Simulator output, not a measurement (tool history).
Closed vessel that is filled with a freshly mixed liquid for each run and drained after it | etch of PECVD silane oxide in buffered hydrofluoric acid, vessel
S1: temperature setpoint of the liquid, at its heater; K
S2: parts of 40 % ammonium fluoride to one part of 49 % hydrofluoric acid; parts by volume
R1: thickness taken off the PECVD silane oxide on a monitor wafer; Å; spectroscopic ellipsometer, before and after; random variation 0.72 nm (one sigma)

{"run": 1, "hour": 0.0, "S1": 296.15, "S2": 12.0, "time in the liquid (s)": 35, "R1": 825.82}
{"run": 2, "hour": 8.4, "S1": 294.15, "S2": 12.0, "time in the liquid (s)": 35, "R1": 733.4}
{"run": 3, "hour": 17.4, "S1": 295.15, "S2": 12.0, "time in the liquid (s)": 35, "R1": 783.48}
{"run": 4, "hour": 25.1, "S1": 295.15, "S2": 12.0, "time in the liquid (s)": 35, "R1": 782.84}
{"run": 5, "hour": 31.3, "S1": 296.15, "S2": 12.0, "time in the liquid (s)": 35, "R1": 826.0}
{"run": 6, "hour": 36.2, "S1": 296.15, "S2": 12.0, "time in the liquid (s)": 30, "R1": 719.85}
{"run": 7, "hour": 41.8, "S1": 297.15, "S2": 11.5, "time in the liquid (s)": 30, "R1": 779.6}

Run 8 comes next. What will it give?
{"run": 8, "hour": 46.1, "S1": 301.15, "S2": 9.5, "time in the liquid (s)": 30, "R1": "?"}

Run 8 gave R1 1160.70 Å.
